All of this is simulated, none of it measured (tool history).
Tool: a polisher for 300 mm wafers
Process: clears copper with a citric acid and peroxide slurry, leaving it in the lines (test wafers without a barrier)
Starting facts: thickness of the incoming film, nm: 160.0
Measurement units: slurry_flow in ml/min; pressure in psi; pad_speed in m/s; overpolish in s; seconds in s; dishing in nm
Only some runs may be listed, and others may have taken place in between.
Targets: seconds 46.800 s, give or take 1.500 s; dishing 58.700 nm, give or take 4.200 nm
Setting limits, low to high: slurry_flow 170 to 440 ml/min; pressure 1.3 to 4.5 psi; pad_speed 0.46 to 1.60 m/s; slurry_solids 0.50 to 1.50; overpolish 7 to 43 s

run 1 hour=0.0 | slurry_flow=280 pressure=2.9 pad_speed=1.02 slurry_solids=1.00 overpolish=22 | seconds=75.268 dishing=38.256
run 2 hour=3.4 | slurry_flow=280 pressure=3.0 pad_speed=1.02 slurry_solids=1.00 overpolish=22 | seconds=71.393 dishing=38.980
run 3 hour=6.1 | slurry_flow=280 pressure=3.3 pad_speed=1.02 slurry_solids=1.00 overpolish=22 | seconds=65.597 dishing=42.815
run 4 hour=10.1 | slurry_flow=280 pressure=3.4 pad_speed=1.02 slurry_solids=1.00 overpolish=22 | seconds=63.662 dishing=43.623
run 5 hour=17.2 | slurry_flow=280 pressure=3.4 pad_speed=1.02 slurry_solids=1.00 overpolish=27 | seconds=63.536 dishing=50.001
run 6 hour=24.0 | slurry_flow=280 pressure=3.4 pad_speed=1.02 slurry_solids=1.00 overpolish=33 | seconds=64.055 dishing=59.851
run 7 hour=31.7 | slurry_flow=280 pressure=3.5 pad_speed=1.02 slurry_solids=1.00 overpolish=32 | seconds=61.970 dishing=59.182
run 8 hour=36.0 | slurry_flow=280 pressure=3.6 pad_speed=1.02 slurry_solids=1.00 overpolish=31 | seconds=60.822 dishing=58.236
run 9 hour=36.8 | slurry_flow=290 pressure=4.4 pad_speed=1.04 slurry_solids=1.00 overpolish=24 | seconds=48.456 dishing=59.812

Which single option among these 5 for the next run brings every result within its allowed miss of target? Just one does.
run A hour=37.6 | slurry_flow=250 pressure=4.5 pad_speed=0.94 slurry_solids=1.10 overpolish=30 | seconds=? dishing=?
run B hour=37.6 | slurry_flow=305 pressure=4.4 pad_speed=1.06 slurry_solids=0.80 overpolish=25 | seconds=? dishing=?
run C hour=37.6 | slurry_flow=210 pressure=4.5 pad_speed=1.08 slurry_solids=1.05 overpolish=23 | seconds=? dishing=?
run D hour=37.6 | slurry_flow=305 pressure=3.9 pad_speed=1.12 slurry_solids=1.00 overpolish=24 | seconds=? dishing=?
run E hour=37.6 | slurry_flow=330 pressure=4.4 pad_speed=0.94 slurry_solids=1.25 overpolish=28 | seconds=? dishing=?

move=A seconds=52.192 dishing=65.202
move=B seconds=49.780 dishing=59.215
move=C seconds=47.480 dishing=57.763
move=D seconds=51.009 dishing=56.081
move=E seconds=50.520 dishing=63.500
A: lands further from the targets than the last run did
B: lands further from the targets than the last run did
C: meets every target
D: lands further from the targets than the last run did
E: lands further from the targets than the last run did
C meets every target.
